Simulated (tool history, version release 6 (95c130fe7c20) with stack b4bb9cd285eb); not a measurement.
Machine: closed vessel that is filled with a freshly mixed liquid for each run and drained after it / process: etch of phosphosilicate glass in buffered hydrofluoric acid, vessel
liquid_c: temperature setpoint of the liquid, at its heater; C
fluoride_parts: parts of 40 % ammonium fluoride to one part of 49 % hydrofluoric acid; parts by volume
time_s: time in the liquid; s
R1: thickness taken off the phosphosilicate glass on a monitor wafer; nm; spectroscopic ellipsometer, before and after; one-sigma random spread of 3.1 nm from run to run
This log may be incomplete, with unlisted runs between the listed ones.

{"run": 1, "day": 0.0, "liquid_c": 21, "fluoride_parts": 14.5, "time_s": 100, "R1": 583.99}
{"run": 2, "day": 0.096, "liquid_c": 21, "fluoride_parts": 14.5, "time_s": 100, "R1": 588.46}
{"run": 3, "day": 0.279, "liquid_c": 21, "fluoride_parts": 14.5, "time_s": 105, "R1": 617.21}
{"run": 4, "day": 0.479, "liquid_c": 21.5, "fluoride_parts": 14.5, "time_s": 105, "R1": 639.69}
{"run": 5, "day": 0.575, "liquid_c": 21.5, "fluoride_parts": 14.5, "time_s": 105, "R1": 638.84}
{"run": 6, "day": 0.717, "liquid_c": 21.5, "fluoride_parts": 14.5, "time_s": 105, "R1": 634.91}

Run 7, settings as shown, results not yet in. Your forecast:
{"run": 7, "day": 1.05, "liquid_c": 22, "fluoride_parts": 14.5, "time_s": 105, "R1": "?"}

R1: 654.84 nm
